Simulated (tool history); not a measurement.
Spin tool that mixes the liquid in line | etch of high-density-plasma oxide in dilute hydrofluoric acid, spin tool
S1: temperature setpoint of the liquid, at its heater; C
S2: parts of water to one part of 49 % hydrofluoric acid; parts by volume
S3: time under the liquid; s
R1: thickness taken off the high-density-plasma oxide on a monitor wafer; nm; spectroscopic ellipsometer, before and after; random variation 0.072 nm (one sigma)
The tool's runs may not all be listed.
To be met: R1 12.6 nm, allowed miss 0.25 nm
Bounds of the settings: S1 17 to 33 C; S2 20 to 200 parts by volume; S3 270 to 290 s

run,hour,S1,S2,S3,R1
1,0,25,110,270,17.927
2,6.6,25,110,270,17.936
3,11.9,24,110,270,17.176
4,13.9,24,125,270,14.916
5,17.1,23.5,125,270,14.585
6,22.2,25,125,270,15.46
7,23.6,24.5,125,270,15.133
8,32.4,24,125,270,14.985
9,38.4,23.5,125,270,14.507
10,46.7,23,125,270,14.169
11,51,22.5,125,270,13.886
12,54.2,22,125,270,13.725
13,62.8,21.5,125,270,13.391
14,63.4,20.5,125,270,13.067

4 next moves are on the table. One of them brings every result within its allowed miss. Which?
A,64,18,110,275,?
B,64,17.5,115,290,?
C,64,19.5,120,275,?
D,64,18,125,290,?

move,R1
A,13.717
B,13.481
C,13.234
D,12.533
A: further off than the last run
B: further off than the last run
C: further off than the last run
D: meets every target
Answer: D
